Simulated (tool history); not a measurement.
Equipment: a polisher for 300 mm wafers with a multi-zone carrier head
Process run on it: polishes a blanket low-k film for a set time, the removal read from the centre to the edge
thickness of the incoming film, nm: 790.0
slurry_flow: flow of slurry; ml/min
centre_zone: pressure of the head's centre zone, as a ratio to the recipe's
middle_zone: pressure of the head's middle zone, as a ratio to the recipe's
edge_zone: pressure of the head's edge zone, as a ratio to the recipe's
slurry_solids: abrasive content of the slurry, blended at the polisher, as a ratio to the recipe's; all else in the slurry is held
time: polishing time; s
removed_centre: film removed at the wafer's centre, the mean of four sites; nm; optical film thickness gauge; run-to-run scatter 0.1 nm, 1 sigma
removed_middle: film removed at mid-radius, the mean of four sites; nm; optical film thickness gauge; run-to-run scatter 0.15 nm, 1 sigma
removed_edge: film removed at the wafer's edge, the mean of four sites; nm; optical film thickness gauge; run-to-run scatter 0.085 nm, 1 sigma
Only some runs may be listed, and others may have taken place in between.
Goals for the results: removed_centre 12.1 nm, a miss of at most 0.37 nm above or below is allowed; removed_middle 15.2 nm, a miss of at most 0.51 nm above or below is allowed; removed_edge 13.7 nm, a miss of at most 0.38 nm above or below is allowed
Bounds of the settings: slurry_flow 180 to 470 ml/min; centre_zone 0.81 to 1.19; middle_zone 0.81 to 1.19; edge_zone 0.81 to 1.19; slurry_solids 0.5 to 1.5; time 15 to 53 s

Run 1, day 0: slurry_flow 300 ml/min, centre_zone 1, middle_zone 1, edge_zone 1, slurry_solids 1, time 34 s. Result: removed_centre 13.828 nm, removed_middle 14.294 nm, removed_edge 13.555 nm.
Run 2, day 0.375: slurry_flow 300 ml/min, centre_zone 1, middle_zone 1, edge_zone 1, slurry_solids 1.15, time 34 s. Result: removed_centre 15.123 nm, removed_middle 15.451 nm, removed_edge 14.696 nm.
Run 3, day 0.508: slurry_flow 290 ml/min, centre_zone 0.95, middle_zone 1.01, edge_zone 0.98, slurry_solids 1.15, time 34 s. Result: removed_centre 14.117 nm, removed_middle 15.245 nm, removed_edge 14.467 nm.
Run 4, day 0.754: slurry_flow 280 ml/min, centre_zone 0.92, middle_zone 1.03, edge_zone 0.96, slurry_solids 1.15, time 34 s. Result: removed_centre 13.562 nm, removed_middle 15.8 nm, removed_edge 14.22 nm.
Run 5, day 0.992: slurry_flow 280 ml/min, centre_zone 0.92, middle_zone 1.03, edge_zone 0.92, slurry_solids 1.15, time 34 s. Result: removed_centre 13.506 nm, removed_middle 15.477 nm, removed_edge 13.899 nm.
Run 6, day 1.325: slurry_flow 270 ml/min, centre_zone 0.9, middle_zone 1.03, edge_zone 0.92, slurry_solids 1.15, time 34 s. Result: removed_centre 13.357 nm, removed_middle 15.267 nm, removed_edge 13.814 nm.
Run 7, day 1.429: slurry_flow 265 ml/min, centre_zone 0.88, middle_zone 1.03, edge_zone 0.92, slurry_solids 1.15, time 34 s. Result: removed_centre 12.81 nm, removed_middle 15.505 nm, removed_edge 13.843 nm.
Run 8, day 1.792: slurry_flow 255 ml/min, centre_zone 0.87, middle_zone 1.03, edge_zone 0.92, slurry_solids 1.15, time 34 s. Result: removed_centre 12.648 nm, removed_middle 15.251 nm, removed_edge 13.8 nm.
Run 9, day 2.088: slurry_flow 250 ml/min, centre_zone 0.86, middle_zone 1.03, edge_zone 0.92, slurry_solids 1.15, time 34 s. Result: removed_centre 12.644 nm, removed_middle 15.554 nm, removed_edge 13.896 nm.

Exercise: of the 5 proposed moves below, exactly one satisfies all targets within the stated allowed misses. Which move is it?
Run A, day 2.383: slurry_flow 390 ml/min, centre_zone 0.81, middle_zone 0.9, edge_zone 0.87, slurry_solids 1.25, time 32 s. Result: removed_centre ?, removed_middle ?, removed_edge ?.
Run B, day 2.383: slurry_flow 230 ml/min, centre_zone 0.93, middle_zone 0.98, edge_zone 0.82, slurry_solids 1.05, time 35 s. Result: removed_centre ?, removed_middle ?, removed_edge ?.
Run C, day 2.383: slurry_flow 240 ml/min, centre_zone 0.92, middle_zone 1.08, edge_zone 0.9, slurry_solids 1.15, time 34 s. Result: removed_centre ?, removed_middle ?, removed_edge ?.
Run D, day 2.383: slurry_flow 290 ml/min, centre_zone 0.99, middle_zone 1.03, edge_zone 0.97, slurry_solids 1.1, time 32 s. Result: removed_centre ?, removed_middle ?, removed_edge ?.
Run E, day 2.383: slurry_flow 240 ml/min, centre_zone 0.86, middle_zone 1.05, edge_zone 0.97, slurry_solids 1, time 36 s. Result: removed_centre ?, removed_middle ?, removed_edge ?.

move  removed_centre  removed_middle  removed_edge
   A           12.02           14.12        13.683
   B          13.008          14.341        12.778
   C          13.201          15.949        13.611
   D          13.421          14.428        13.212
   E          12.124          15.315        13.865
A: the worst result of the last run now meets its target, but another is out of spec
B: moves away from the targets compared with the last run
C: moves away from the targets compared with the last run
D: moves away from the targets compared with the last run
E: all results land within tolerance of their targets
So the answer is move E, the one that meets all the targets.

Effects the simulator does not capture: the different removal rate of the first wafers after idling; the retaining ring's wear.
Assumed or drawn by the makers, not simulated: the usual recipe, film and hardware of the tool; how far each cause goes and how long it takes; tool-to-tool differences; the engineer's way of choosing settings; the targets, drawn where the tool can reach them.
